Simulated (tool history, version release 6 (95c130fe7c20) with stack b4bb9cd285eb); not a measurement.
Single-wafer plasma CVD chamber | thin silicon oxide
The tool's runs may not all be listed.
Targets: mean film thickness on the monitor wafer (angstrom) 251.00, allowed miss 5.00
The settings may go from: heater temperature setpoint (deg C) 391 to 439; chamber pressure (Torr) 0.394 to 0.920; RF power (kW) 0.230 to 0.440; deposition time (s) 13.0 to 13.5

run,day,heater temperature setpoint (deg C),chamber pressure (Torr),RF power (kW),deposition time (s),mean film thickness on the monitor wafer (angstrom)
1,0.000,415,0.657,0.335,13.0,211.07
2,0.146,415,0.678,0.335,13.0,220.06
3,0.333,415,0.678,0.335,13.5,224.03
4,0.658,415,0.692,0.335,13.5,231.14
5,0.700,415,0.702,0.335,13.5,235.17
6,1.062,415,0.702,0.360,13.5,240.44
7,1.404,415,0.707,0.360,13.5,243.43
8,1.767,415,0.707,0.360,13.5,243.17

Which of these 5 next moves meets every target?
A,2.129,416,0.766,0.320,13.5,?
B,2.129,420,0.701,0.365,13.5,?
C,2.129,404,0.778,0.300,13.2,?
D,2.129,418,0.685,0.390,13.5,?
E,2.129,416,0.747,0.350,13.0,?

move,mean film thickness on the monitor wafer (angstrom)
A,249.35
B,240.62
C,242.83
D,241.22
E,242.77
A: meets every target
B: further off than the last run
C: as far off as the last run
D: further off than the last run
E: further off than the last run
Answer: A

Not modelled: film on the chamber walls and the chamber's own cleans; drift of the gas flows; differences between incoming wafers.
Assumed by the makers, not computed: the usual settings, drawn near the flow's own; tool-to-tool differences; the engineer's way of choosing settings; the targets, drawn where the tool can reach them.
